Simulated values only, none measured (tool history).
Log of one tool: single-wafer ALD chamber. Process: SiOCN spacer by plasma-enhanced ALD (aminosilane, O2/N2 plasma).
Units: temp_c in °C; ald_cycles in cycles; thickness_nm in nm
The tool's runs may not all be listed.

{"run": 1, "day": 0.0, "temp_c": 415, "ald_cycles": 113, "thickness_nm": 6.4863}
{"run": 2, "day": 0.167, "temp_c": 418, "ald_cycles": 106, "thickness_nm": 6.0426}
{"run": 3, "day": 0.321, "temp_c": 420, "ald_cycles": 101, "thickness_nm": 5.7431}
{"run": 4, "day": 0.475, "temp_c": 420, "ald_cycles": 107, "thickness_nm": 6.0256}
{"run": 5, "day": 0.517, "temp_c": 411, "ald_cycles": 107, "thickness_nm": 6.289}
{"run": 6, "day": 0.792, "temp_c": 415, "ald_cycles": 107, "thickness_nm": 6.1654}
{"day": 0.992, "done": "thermocouple changed; heater temperature recalibrated"}
{"run": 7, "day": 0.992, "temp_c": 419, "ald_cycles": 102, "thickness_nm": 5.6655}
{"run": 8, "day": 1.229, "temp_c": 422, "ald_cycles": 101, "thickness_nm": 5.5758}
{"run": 9, "day": 1.312, "temp_c": 428, "ald_cycles": 88, "thickness_nm": 4.7403}
{"run": 10, "day": 1.55, "temp_c": 428, "ald_cycles": 88, "thickness_nm": 4.7558}
{"run": 11, "day": 1.612, "temp_c": 427, "ald_cycles": 88, "thickness_nm": 4.7585}

The next listed run, before its measurement:
{"run": 12, "day": 1.762, "temp_c": 426, "ald_cycles": 88, "thickness_nm": "?"}

{"run 12": {"thickness_nm": 4.7193}}
